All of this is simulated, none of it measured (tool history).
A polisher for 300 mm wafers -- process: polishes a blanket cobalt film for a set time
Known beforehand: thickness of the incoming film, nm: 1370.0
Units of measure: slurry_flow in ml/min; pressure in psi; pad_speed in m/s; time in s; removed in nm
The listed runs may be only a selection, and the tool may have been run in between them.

| run | hour | slurry_flow | pressure | pad_speed | time | removed |
|---|---|---|---|---|---|---|
| 1 | 0 | 180 | 2.3 | 1.08 | 33 | 215.99 |
| 2 | 5.4 | 165 | 2.1 | 0.96 | 32 | 167.9 |
| 3 | 6.5 | 160 | 1.9 | 0.86 | 32 | 138.07 |
| 4 | 8.9 | 155 | 1.7 | 0.78 | 32 | 110.85 |
| 5 | 16.5 | 155 | 1.7 | 0.78 | 33 | 114.72 |
| 6 | 19.3 | 155 | 1.2 | 0.78 | 33 | 81.717 |
| 7 | 25.9 | 155 | 1.2 | 0.74 | 33 | 78.85 |
| 8 | 28.5 | 155 | 1.2 | 0.7 | 33 | 73.742 |
| 9 | 36.9 | 155 | 1.2 | 0.68 | 33 | 72.86 |
| 10 | 41.3 | 155 | 1.2 | 0.66 | 33 | 70.215 |
| 11 | 42.8 | 155 | 1.1 | 0.64 | 33 | 62.973 |
|  | 46.6 | head pressure recalibrated |
| 12 | 46.6 | 155 | 1 | 0.64 | 33 | 52.303 |

Estimate the outcome of run 13 from the log above:
| 13 | 49.5 | 150 | 1 | 0.64 | 33 | ? |

removed: 52.879 nm

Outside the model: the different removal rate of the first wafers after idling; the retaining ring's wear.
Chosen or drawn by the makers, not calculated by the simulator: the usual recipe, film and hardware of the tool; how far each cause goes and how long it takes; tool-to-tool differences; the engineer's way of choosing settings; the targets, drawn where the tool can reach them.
